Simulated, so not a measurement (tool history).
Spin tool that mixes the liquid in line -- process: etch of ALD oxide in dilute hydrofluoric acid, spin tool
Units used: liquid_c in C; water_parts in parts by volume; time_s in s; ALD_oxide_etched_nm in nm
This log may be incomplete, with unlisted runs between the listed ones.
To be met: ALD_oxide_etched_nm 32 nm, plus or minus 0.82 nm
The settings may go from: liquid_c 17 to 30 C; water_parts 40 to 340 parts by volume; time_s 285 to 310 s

| run | hour | liquid_c | water_parts | time_s | ALD_oxide_etched_nm |
|---|---|---|---|---|---|
| 1 | 0 | 22 | 190 | 285 | 15.482 |
| 2 | 4.7 | 22 | 130 | 285 | 24.355 |
| 3 | 13.7 | 23.5 | 130 | 285 | 25.627 |
| 4 | 21.4 | 24.5 | 130 | 285 | 26.673 |
| 5 | 29.1 | 26 | 130 | 285 | 28.254 |
| 6 | 32 | 26 | 130 | 285 | 28.656 |
| 7 | 35 | 26.5 | 130 | 285 | 28.693 |
| 8 | 42.3 | 30 | 130 | 285 | 32.845 |

Below are 4 possible settings for the next run. Only one of them brings all results inside the allowed miss of their targets. Which is it?
| A | 49.6 | 29.5 | 140 | 290 | ? |
| B | 49.6 | 28.5 | 130 | 310 | ? |
| C | 49.6 | 29.5 | 140 | 305 | ? |
| D | 49.6 | 30 | 125 | 285 | ? |

| move | ALD_oxide_etched_nm |
|---|---|
| A | 30.212 |
| B | 33.967 |
| C | 31.775 |
| D | 34.553 |
A: the result that was furthest off in the last run now lies on the other side of its target
B: the biggest miss grows against the last run
C: in spec on every target
D: the biggest miss grows against the last run
Correct choice: C, which meets every target
